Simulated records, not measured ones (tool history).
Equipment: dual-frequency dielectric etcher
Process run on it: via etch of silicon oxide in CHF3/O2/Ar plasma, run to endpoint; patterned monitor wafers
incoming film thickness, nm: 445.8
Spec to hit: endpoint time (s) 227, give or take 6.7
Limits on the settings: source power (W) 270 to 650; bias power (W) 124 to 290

run  hour  source power (W)  bias power (W)  endpoint time (s)
  1     0               460             207             260.56
  2   2.2               420             207             271.99
  3   7.4               460             212             260.63
  4  10.8               430             212              268.1
  5  12.6               350             212             292.53
  6  14.5               390             212             278.54
     22.8  -- source power generator calibrated
  7  22.8               490             236             239.34
  8  30.6               500             237             237.35
  9    39               510             238             234.66

Which single option among these 5 for the next run brings every result within its allowed miss of target? Just one does.
  A  47.4               520             262                  ?
  B  47.4               480             226                  ?
  C  47.4               530             218                  ?
  D  47.4               450             269                  ?
  E  47.4               440             208                  ?

move  endpoint time (s)
   A             226.45
   B             246.07
   C             238.68
   D             238.62
   E             262.47
A: every result lands within tolerance
B: the biggest miss grows against the last run
C: the biggest miss grows against the last run
D: the biggest miss grows against the last run
E: the biggest miss grows against the last run
Go with A: it meets all targets.
